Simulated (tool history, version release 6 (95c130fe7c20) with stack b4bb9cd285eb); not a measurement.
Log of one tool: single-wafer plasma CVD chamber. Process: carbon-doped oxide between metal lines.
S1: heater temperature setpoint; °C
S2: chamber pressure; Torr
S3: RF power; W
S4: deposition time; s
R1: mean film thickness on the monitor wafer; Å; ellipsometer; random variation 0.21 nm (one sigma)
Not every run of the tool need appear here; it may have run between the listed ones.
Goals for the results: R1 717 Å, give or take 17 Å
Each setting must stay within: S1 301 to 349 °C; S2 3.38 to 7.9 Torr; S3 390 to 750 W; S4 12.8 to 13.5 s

{"run": 1, "day": 0.0, "S1": 325, "S2": 5.64, "S3": 570, "S4": 13.5, "R1": 817.71}
{"run": 2, "day": 0.254, "S1": 325, "S2": 5.1, "S3": 570, "S4": 13.5, "R1": 805.87}
{"run": 3, "day": 0.321, "S1": 325, "S2": 5.1, "S3": 635, "S4": 13.5, "R1": 857.67}
{"run": 4, "day": 0.546, "S1": 328, "S2": 4.8, "S3": 605, "S4": 13.4, "R1": 805.89}
{"run": 5, "day": 0.883, "S1": 332, "S2": 4.57, "S3": 600, "S4": 13.4, "R1": 789.65}
{"run": 6, "day": 0.954, "S1": 334, "S2": 4.33, "S3": 590, "S4": 13.4, "R1": 772.7}
{"run": 7, "day": 1.125, "S1": 336, "S2": 4.15, "S3": 580, "S4": 13.4, "R1": 758.82}
{"run": 8, "day": 1.308, "S1": 338, "S2": 4.02, "S3": 570, "S4": 13.4, "R1": 739.59}

Exercise: of the 4 proposed moves below, exactly one satisfies all targets within the stated allowed misses. Which move is it?
{"run": "A", "day": 1.492, "S1": 321, "S2": 4.73, "S3": 510, "S4": 13.5, "R1": "?"}
{"run": "B", "day": 1.492, "S1": 342, "S2": 3.68, "S3": 560, "S4": 13.4, "R1": "?"}
{"run": "C", "day": 1.492, "S1": 339, "S2": 3.8, "S3": 545, "S4": 12.8, "R1": "?"}
{"run": "D", "day": 1.492, "S1": 336, "S2": 5.25, "S3": 535, "S4": 13.5, "R1": "?"}

move=A R1=752.36
move=B R1=712.11
move=C R1=678.84
move=D R1=749.87
A: its largest miss is bigger than the last run's
B: all results in spec
C: the result that was furthest off in the last run now lies on the other side of its target
D: its largest miss is bigger than the last run's
Move B is the one to make.

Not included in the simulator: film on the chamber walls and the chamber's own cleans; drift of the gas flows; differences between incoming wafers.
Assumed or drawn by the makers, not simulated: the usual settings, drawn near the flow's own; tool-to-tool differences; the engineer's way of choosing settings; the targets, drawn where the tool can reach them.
